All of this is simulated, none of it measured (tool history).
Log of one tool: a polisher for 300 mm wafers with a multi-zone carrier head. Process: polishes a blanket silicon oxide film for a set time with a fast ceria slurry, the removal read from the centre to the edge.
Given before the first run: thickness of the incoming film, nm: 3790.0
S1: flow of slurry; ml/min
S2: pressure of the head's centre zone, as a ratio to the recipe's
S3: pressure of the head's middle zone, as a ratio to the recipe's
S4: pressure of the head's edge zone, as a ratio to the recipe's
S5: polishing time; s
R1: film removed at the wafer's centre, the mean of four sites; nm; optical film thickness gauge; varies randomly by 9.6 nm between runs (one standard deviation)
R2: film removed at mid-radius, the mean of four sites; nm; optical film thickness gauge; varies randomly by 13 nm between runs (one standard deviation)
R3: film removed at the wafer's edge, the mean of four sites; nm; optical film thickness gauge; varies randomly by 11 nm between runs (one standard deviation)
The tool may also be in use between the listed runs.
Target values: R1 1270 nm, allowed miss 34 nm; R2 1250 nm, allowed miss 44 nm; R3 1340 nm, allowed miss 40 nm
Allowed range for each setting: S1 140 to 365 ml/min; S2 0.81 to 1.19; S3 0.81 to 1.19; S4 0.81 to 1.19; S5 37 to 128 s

run    day   S1    S2    S3    S4   S5      R1      R2      R3
  1      0  235     1     1     1   82  997.97  995.34  985.83
  2    0.3  235     1     1     1   70  863.26  848.33  837.68
  3  0.621  235  0.96     1     1   70  829.87  864.41  852.85
  4  0.879  235     1     1     1   70  850.76  852.46  829.01
  5  1.208  245     1     1  1.04   78  965.75  944.45  964.77
  6  1.458  260     1  1.02  1.08   82  1012.7  1010.7  1032.9
  7  1.675  265     1  1.02   1.1   87  1084.6  1074.9  1114.7
  8  1.946  270     1  1.03  1.12   90  1103.9  1142.4  1164.2
  9  2.079  290  1.05  0.98  1.19  100  1315.1  1223.8  1332.3

Below are 4 possible settings for the next run. Only one of them brings all results inside the allowed miss of their targets. Which is it?
  A  2.212  355  0.92  0.93  1.19  105   ?   ?   ?
  B  2.212  315  0.94  1.04  1.19  107   ?   ?   ?
  C  2.212  285  1.01  0.99  1.16  101   ?   ?   ?
  D  2.212  340  0.99  0.94  1.18   93   ?   ?   ?

move      R1      R2      R3
   A  1224.9  1270.4  1405.2
   B  1263.7    1396  1420.2
   C  1270.5  1258.5  1315.5
   D  1164.1  1130.2  1235.9
A: carries the result that was furthest off beyond its target, to the other side
B: brings the last run's worst result on target, with another outside its allowed miss
C: hits every target within its allowed miss
D: carries the result that was furthest off beyond its target, to the other side
Answer: C

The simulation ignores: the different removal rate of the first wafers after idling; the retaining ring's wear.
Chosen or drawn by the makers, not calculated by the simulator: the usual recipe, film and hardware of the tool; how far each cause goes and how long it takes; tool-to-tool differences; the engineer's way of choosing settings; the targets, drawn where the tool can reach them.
